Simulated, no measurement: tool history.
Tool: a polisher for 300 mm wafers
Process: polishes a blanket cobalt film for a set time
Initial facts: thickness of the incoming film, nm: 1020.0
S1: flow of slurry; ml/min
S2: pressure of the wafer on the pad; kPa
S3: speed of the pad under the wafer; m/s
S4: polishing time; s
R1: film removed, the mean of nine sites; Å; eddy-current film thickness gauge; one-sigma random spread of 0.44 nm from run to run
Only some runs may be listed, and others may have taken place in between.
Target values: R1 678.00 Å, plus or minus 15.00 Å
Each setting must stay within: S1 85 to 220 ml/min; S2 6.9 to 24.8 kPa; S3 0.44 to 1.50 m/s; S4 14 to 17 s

| run | day | S1 | S2 | S3 | S4 | R1 |
|---|---|---|---|---|---|---|
| 1 | 0.000 | 140 | 15.9 | 0.96 | 17 | 866.07 |
| 2 | 0.208 | 170 | 15.9 | 0.96 | 17 | 889.01 |
| 3 | 0.246 | 165 | 15.2 | 0.96 | 17 | 843.63 |
| 4 | 0.288 | 190 | 15.2 | 0.96 | 17 | 857.60 |
| 5 | 0.567 | 190 | 15.2 | 1.18 | 17 | 1055.40 |
| 6 | 0.938 | 190 | 15.2 | 1.10 | 17 | 980.40 |
| 7 | 1.283 | 185 | 13.8 | 1.10 | 17 | 911.72 |
| 8 | 1.504 | 185 | 12.4 | 1.10 | 17 | 848.85 |

Which one of the following 4 next-run settings gets every result inside its allowed miss? There is exactly one.
| A | 1.725 | 220 | 11.0 | 0.98 | 15 | ? |
| B | 1.725 | 160 | 13.1 | 0.94 | 17 | ? |
| C | 1.725 | 220 | 11.7 | 0.90 | 17 | ? |
| D | 1.725 | 210 | 14.5 | 1.00 | 14 | ? |

| move | R1 |
|---|---|
| A | 622.64 |
| B | 742.22 |
| C | 678.88 |
| D | 721.98 |
A: takes the biggest miss from the last run beyond its target
B: closer than the last run, but not yet in spec
C: every result within its allowed miss
D: closer than the last run, but not yet in spec
Go with C: it meets all targets.

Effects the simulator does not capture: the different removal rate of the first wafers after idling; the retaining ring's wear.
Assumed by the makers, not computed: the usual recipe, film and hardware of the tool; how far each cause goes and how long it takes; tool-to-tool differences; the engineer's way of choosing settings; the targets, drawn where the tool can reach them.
